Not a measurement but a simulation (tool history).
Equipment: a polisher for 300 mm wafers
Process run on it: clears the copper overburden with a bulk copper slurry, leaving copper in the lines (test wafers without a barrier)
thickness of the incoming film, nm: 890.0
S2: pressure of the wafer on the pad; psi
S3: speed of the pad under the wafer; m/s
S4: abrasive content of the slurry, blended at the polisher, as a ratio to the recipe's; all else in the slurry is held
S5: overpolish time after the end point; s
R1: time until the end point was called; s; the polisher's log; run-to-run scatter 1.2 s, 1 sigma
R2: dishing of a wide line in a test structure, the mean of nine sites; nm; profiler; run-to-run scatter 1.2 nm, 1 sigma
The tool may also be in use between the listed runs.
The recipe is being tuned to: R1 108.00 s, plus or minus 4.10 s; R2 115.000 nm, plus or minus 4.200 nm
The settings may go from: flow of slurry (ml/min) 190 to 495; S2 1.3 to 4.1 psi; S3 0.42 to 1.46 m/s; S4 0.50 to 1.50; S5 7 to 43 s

Run 1, hour 0.0: flow of slurry (ml/min) 320, S2 2.7 psi, S3 0.94 m/s, S4 1.00, S5 22 s. Result: R1 138.63 s, R2 75.554 nm.
Run 2, hour 6.8: flow of slurry (ml/min) 320, S2 2.7 psi, S3 0.94 m/s, S4 0.80, S5 22 s. Result: R1 146.89 s, R2 73.156 nm.
Run 3, hour 13.2: flow of slurry (ml/min) 320, S2 2.7 psi, S3 0.84 m/s, S4 0.80, S5 22 s. Result: R1 163.30 s, R2 69.675 nm.
Run 4, hour 18.0: flow of slurry (ml/min) 320, S2 3.0 psi, S3 0.84 m/s, S4 0.80, S5 24 s. Result: R1 147.10 s, R2 79.495 nm.
Run 5, hour 19.0: flow of slurry (ml/min) 320, S2 3.3 psi, S3 0.84 m/s, S4 0.80, S5 25 s. Result: R1 137.23 s, R2 85.874 nm.
Run 6, hour 23.9: flow of slurry (ml/min) 320, S2 3.5 psi, S3 0.84 m/s, S4 0.80, S5 26 s. Result: R1 128.71 s, R2 93.101 nm.
Run 7, hour 28.8: flow of slurry (ml/min) 320, S2 3.7 psi, S3 0.84 m/s, S4 0.80, S5 27 s. Result: R1 122.57 s, R2 99.195 nm.
Run 8, hour 35.5: flow of slurry (ml/min) 320, S2 3.8 psi, S3 0.84 m/s, S4 0.80, S5 28 s. Result: R1 118.46 s, R2 103.350 nm.
Run 9, hour 44.4: flow of slurry (ml/min) 320, S2 3.8 psi, S3 0.84 m/s, S4 0.80, S5 28 s. Result: R1 117.67 s, R2 101.400 nm.
Run 10, hour 46.5: flow of slurry (ml/min) 320, S2 3.9 psi, S3 0.84 m/s, S4 0.80, S5 29 s. Result: R1 116.08 s, R2 105.140 nm.
Run 11, hour 49.5: flow of slurry (ml/min) 320, S2 4.0 psi, S3 0.84 m/s, S4 0.80, S5 30 s. Result: R1 114.14 s, R2 109.720 nm.

Of the 4 settings listed for the next run, only one would bring every result within its allowed miss of target. Which one?
Run A, hour 52.5: flow of slurry (ml/min) 355, S2 3.8 psi, S3 0.82 m/s, S4 1.05, S5 27 s. Result: R1 ?, R2 ?.
Run B, hour 52.5: flow of slurry (ml/min) 335, S2 3.7 psi, S3 0.74 m/s, S4 1.05, S5 37 s. Result: R1 ?, R2 ?.
Run C, hour 52.5: flow of slurry (ml/min) 320, S2 3.6 psi, S3 0.92 m/s, S4 1.05, S5 33 s. Result: R1 ?, R2 ?.
Run D, hour 52.5: flow of slurry (ml/min) 300, S2 3.8 psi, S3 1.04 m/s, S4 0.65, S5 26 s. Result: R1 ?, R2 ?.

move      R1       R2
   A  113.70  102.510
   B  129.25  112.350
   C  107.83  115.250
   D  102.64  106.150
A: lands further from the targets than the last run did
B: lands further from the targets than the last run did
C: in spec on every target
D: takes the result that was furthest off past its target
C meets every target.

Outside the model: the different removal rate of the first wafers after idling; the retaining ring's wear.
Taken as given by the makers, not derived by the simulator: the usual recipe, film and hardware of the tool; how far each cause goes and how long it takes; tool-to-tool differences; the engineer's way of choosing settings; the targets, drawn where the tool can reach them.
